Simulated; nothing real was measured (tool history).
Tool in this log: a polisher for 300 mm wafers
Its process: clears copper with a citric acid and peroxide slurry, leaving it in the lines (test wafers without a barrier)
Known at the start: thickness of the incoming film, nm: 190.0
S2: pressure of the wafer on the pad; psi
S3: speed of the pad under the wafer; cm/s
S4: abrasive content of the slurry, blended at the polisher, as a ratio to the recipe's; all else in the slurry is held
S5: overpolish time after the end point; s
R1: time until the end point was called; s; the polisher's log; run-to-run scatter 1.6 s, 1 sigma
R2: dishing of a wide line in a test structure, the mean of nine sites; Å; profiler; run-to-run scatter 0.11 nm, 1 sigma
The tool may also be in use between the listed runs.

Run 1, hour 0.0: flow of slurry (ml/min) 295, S2 3.1 psi, S3 118 cm/s, S4 1.0, S5 8 s. Result: R1 73.664 s, R2 89.798 Å.
Run 2, hour 8.2: flow of slurry (ml/min) 335, S2 3.1 psi, S3 118 cm/s, S4 1.0, S5 8 s. Result: R1 71.829 s, R2 86.028 Å.
Run 3, hour 9.5: flow of slurry (ml/min) 295, S2 3.1 psi, S3 118 cm/s, S4 1.0, S5 8 s. Result: R1 73.359 s, R2 86.033 Å.
Run 4, hour 16.9: flow of slurry (ml/min) 295, S2 2.8 psi, S3 118 cm/s, S4 1.0, S5 8 s. Result: R1 80.765 s, R2 82.417 Å.
Run 5, hour 24.0: flow of slurry (ml/min) 295, S2 3.5 psi, S3 118 cm/s, S4 1.0, S5 8 s. Result: R1 63.901 s, R2 92.446 Å.
Run 6, hour 25.3: flow of slurry (ml/min) 295, S2 3.5 psi, S3 96 cm/s, S4 1.0, S5 8 s. Result: R1 70.769 s, R2 87.039 Å.
Run 7, hour 29.1: flow of slurry (ml/min) 295, S2 3.2 psi, S3 96 cm/s, S4 1.0, S5 8 s. Result: R1 78.990 s, R2 84.617 Å.
Run 8, hour 37.1: flow of slurry (ml/min) 295, S2 3.0 psi, S3 96 cm/s, S4 1.0, S5 8 s. Result: R1 84.102 s, R2 81.566 Å.
Run 9, hour 42.2: flow of slurry (ml/min) 295, S2 2.8 psi, S3 96 cm/s, S4 1.0, S5 8 s. Result: R1 88.493 s, R2 77.493 Å.
Run 10, hour 43.2: flow of slurry (ml/min) 295, S2 2.6 psi, S3 96 cm/s, S4 1.0, S5 8 s. Result: R1 97.240 s, R2 74.743 Å.
Run 11, hour 48.9: flow of slurry (ml/min) 295, S2 2.5 psi, S3 96 cm/s, S4 1.0, S5 8 s. Result: R1 99.209 s, R2 73.140 Å.

Predict the results of run 12:
At hour 54.8: worn pad replaced by a new one.
Run 12, hour 54.8: flow of slurry (ml/min) 295, S2 2.4 psi, S3 96 cm/s, S4 1.0, S5 8 s. Result: R1 ?, R2 ?.

{"run 12": {"R1": 98.293, "R2": 73.529}}
